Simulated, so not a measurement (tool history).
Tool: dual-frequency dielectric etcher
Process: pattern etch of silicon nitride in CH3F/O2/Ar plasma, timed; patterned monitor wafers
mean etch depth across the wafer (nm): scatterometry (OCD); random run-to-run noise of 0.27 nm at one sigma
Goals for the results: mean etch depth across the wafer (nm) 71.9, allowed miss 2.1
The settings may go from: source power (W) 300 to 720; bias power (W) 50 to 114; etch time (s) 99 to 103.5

run	hour	source power (W)	bias power (W)	etch time (s)	mean etch depth across the wafer (nm)
1	0	510	82	99	84.323
2	3.5	540	82	99	85.442
3	8.5	540	82	103.5	89.298
4	15.7	540	96	103.5	94.026
5	24.6	540	87	103.5	91.497
6	26.6	520	83	103	88.769
7	31.4	500	80	102.5	85.76
8	36.8	480	78	102	83.058
9	37.9	460	77	102	81.667
10	40	450	76	102	81.102
11	48.5	440	75	102	79.884

Which single option among these 4 for the next run brings every result within its allowed miss of target? Just one does.
A	57	480	70	103.5	?
B	57	480	72	99	?
C	57	380	66	99	?
D	57	410	87	99	?

move	mean etch depth across the wafer (nm)
A	82.961
B	79.914
C	71.97
D	79.426
A: the biggest miss grows against the last run
B: neither nearer nor further off than the last run
C: in spec on every target
D: moves toward the targets from the last run without getting all of them in spec
The move that meets every target is C.
